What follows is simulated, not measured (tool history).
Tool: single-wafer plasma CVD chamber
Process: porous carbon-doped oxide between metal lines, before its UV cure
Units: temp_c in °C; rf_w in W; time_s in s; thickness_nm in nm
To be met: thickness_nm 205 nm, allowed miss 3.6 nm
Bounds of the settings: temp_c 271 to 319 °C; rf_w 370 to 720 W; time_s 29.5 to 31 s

run  hour  temp_c  rf_w  time_s  thickness_nm
  1     0     295   545      31        179.43
  2   6.1     289   550      31        188.11
  3     8     289   505      31        177.73
  4  13.4     289   475      31        170.82
  5  17.6     289   510      31        178.82
  6    22     284   520      31        186.93
  7  29.9     284   520      31        187.65
  8  33.9     280   525      31        194.41
  9  34.9     278   525      31        197.25
 10  42.3     276   525      31        199.55
 11  45.4     275   525      31        201.15

Which of these 5 next moves meets every target?
  A  48.5     283   595      31             ?
  B  48.5     275   540    30.1             ?
  C  48.5     278   550      30             ?
  D  48.5     279   530    30.6             ?
  E  48.5     273   535    29.5             ?

move  thickness_nm
   A        204.96
   B        197.96
   C        195.44
   D        192.94
   E        195.79
A: meets every target
B: further off than the last run
C: further off than the last run
D: further off than the last run
E: further off than the last run
Move A is the one to make.
